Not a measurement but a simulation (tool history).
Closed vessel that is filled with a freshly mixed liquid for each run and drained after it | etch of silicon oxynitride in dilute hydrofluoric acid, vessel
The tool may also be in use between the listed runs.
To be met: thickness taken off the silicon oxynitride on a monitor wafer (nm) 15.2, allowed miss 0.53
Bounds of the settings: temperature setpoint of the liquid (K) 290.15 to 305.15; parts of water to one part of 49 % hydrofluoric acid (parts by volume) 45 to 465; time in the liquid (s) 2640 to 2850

run,hour,temperature setpoint of the liquid (K),parts of water to one part of 49 % hydrofluoric acid (parts by volume),time in the liquid (s),thickness taken off the silicon oxynitride on a monitor wafer (nm)
1,0,297.15,255,2640,28.153
2,3.8,295.65,275,2640,24.472
3,8.3,294.65,290,2640,22.044
4,9.3,293.65,305,2640,19.541
5,11.6,292.65,310,2640,18.244
6,19.5,294.15,310,2640,19.741
7,24.9,293.15,315,2640,18.395
8,28.3,292.65,320,2640,17.469
9,36.9,292.15,320,2640,17.384
10,39,291.65,325,2640,16.735
11,46,291.15,330,2640,15.937

5 next moves are on the table. One of them brings every result within its allowed miss. Which?
A,53,291.15,350,2825,?
B,53,290.65,335,2850,?
C,53,290.15,350,2835,?
D,53,290.15,300,2640,?
E,53,290.15,290,2640,?

move,thickness taken off the silicon oxynitride on a monitor wafer (nm)
A,16.219
B,16.854
C,15.565
D,17.368
E,18.065
A: further off than the last run
B: further off than the last run
C: meets every target
D: further off than the last run
E: further off than the last run
Move C is the one to make.
